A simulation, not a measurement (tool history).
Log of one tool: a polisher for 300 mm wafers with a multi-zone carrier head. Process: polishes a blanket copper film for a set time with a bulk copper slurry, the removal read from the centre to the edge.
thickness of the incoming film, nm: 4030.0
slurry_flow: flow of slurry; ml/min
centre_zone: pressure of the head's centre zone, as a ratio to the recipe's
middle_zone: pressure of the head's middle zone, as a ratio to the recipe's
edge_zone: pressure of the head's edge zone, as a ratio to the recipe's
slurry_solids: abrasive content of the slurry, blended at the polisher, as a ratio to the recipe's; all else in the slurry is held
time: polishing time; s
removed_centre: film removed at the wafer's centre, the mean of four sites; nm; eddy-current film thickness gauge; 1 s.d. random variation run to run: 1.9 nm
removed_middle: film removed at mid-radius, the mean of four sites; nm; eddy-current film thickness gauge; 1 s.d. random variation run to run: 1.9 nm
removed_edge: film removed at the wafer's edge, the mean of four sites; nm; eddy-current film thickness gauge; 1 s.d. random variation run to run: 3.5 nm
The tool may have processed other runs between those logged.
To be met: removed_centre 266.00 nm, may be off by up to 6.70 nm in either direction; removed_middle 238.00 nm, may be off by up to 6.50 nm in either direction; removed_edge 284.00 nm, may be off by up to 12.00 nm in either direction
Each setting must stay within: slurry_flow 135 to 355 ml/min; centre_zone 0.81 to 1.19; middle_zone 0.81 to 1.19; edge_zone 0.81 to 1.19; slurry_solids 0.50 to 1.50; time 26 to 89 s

Run 1, day 0.000: slurry_flow 225 ml/min, centre_zone 1.00, middle_zone 1.00, edge_zone 1.00, slurry_solids 1.00, time 57 s. Result: removed_centre 215.52 nm, removed_middle 226.61 nm, removed_edge 221.33 nm.
Run 2, day 0.325: slurry_flow 250 ml/min, centre_zone 1.00, middle_zone 1.00, edge_zone 1.00, slurry_solids 1.00, time 57 s. Result: removed_centre 217.56 nm, removed_middle 227.38 nm, removed_edge 226.05 nm.
Run 3, day 0.646: slurry_flow 250 ml/min, centre_zone 1.00, middle_zone 1.00, edge_zone 1.00, slurry_solids 1.00, time 67 s. Result: removed_centre 249.44 nm, removed_middle 268.23 nm, removed_edge 267.52 nm.
Run 4, day 0.967: slurry_flow 255 ml/min, centre_zone 1.01, middle_zone 0.97, edge_zone 1.02, slurry_solids 1.00, time 67 s. Result: removed_centre 255.86 nm, removed_middle 264.09 nm, removed_edge 269.78 nm.
Run 5, day 1.312: slurry_flow 255 ml/min, centre_zone 1.01, middle_zone 0.94, edge_zone 1.04, slurry_solids 1.00, time 67 s. Result: removed_centre 259.01 nm, removed_middle 257.43 nm, removed_edge 269.49 nm.
Run 6, day 1.496: slurry_flow 255 ml/min, centre_zone 1.01, middle_zone 0.90, edge_zone 1.04, slurry_solids 1.00, time 67 s. Result: removed_centre 259.19 nm, removed_middle 246.29 nm, removed_edge 277.35 nm.
Run 7, day 1.846: slurry_flow 255 ml/min, centre_zone 1.01, middle_zone 0.89, edge_zone 1.04, slurry_solids 1.00, time 67 s. Result: removed_centre 255.37 nm, removed_middle 243.95 nm, removed_edge 273.29 nm.
Run 8, day 2.004: slurry_flow 260 ml/min, centre_zone 1.01, middle_zone 0.88, edge_zone 1.05, slurry_solids 1.00, time 67 s. Result: removed_centre 256.26 nm, removed_middle 243.47 nm, removed_edge 270.81 nm.
Run 9, day 2.367: slurry_flow 255 ml/min, centre_zone 1.01, middle_zone 0.87, edge_zone 1.06, slurry_solids 1.05, time 67 s. Result: removed_centre 257.42 nm, removed_middle 241.58 nm, removed_edge 281.33 nm.

Below are 5 possible settings for the next run. Only one of them brings all results inside the allowed miss of their targets. Which is it?
Run A, day 2.729: slurry_flow 255 ml/min, centre_zone 1.12, middle_zone 0.84, edge_zone 1.04, slurry_solids 1.10, time 61 s. Result: removed_centre ?, removed_middle ?, removed_edge ?.
Run B, day 2.729: slurry_flow 300 ml/min, centre_zone 1.05, middle_zone 0.86, edge_zone 1.11, slurry_solids 1.15, time 64 s. Result: removed_centre ?, removed_middle ?, removed_edge ?.
Run C, day 2.729: slurry_flow 245 ml/min, centre_zone 1.02, middle_zone 0.91, edge_zone 1.07, slurry_solids 1.00, time 69 s. Result: removed_centre ?, removed_middle ?, removed_edge ?.
Run D, day 2.729: slurry_flow 295 ml/min, centre_zone 0.96, middle_zone 0.82, edge_zone 1.05, slurry_solids 1.15, time 66 s. Result: removed_centre ?, removed_middle ?, removed_edge ?.
Run E, day 2.729: slurry_flow 235 ml/min, centre_zone 1.02, middle_zone 0.89, edge_zone 1.05, slurry_solids 0.90, time 68 s. Result: removed_centre ?, removed_middle ?, removed_edge ?.

move  removed_centre  removed_middle  removed_edge
   A          267.92          218.79        255.69
   B          270.79          240.24        283.38
   C          267.91          256.92        284.89
   D          254.67          238.06        284.05
   E          255.46          240.65        269.61
A: gets the furthest-off result to its target, but another result is out of tolerance
B: all results in spec
C: gets the furthest-off result to its target, but another result is out of tolerance
D: its largest miss is bigger than the last run's
E: its largest miss is bigger than the last run's
The move that meets every target is B.

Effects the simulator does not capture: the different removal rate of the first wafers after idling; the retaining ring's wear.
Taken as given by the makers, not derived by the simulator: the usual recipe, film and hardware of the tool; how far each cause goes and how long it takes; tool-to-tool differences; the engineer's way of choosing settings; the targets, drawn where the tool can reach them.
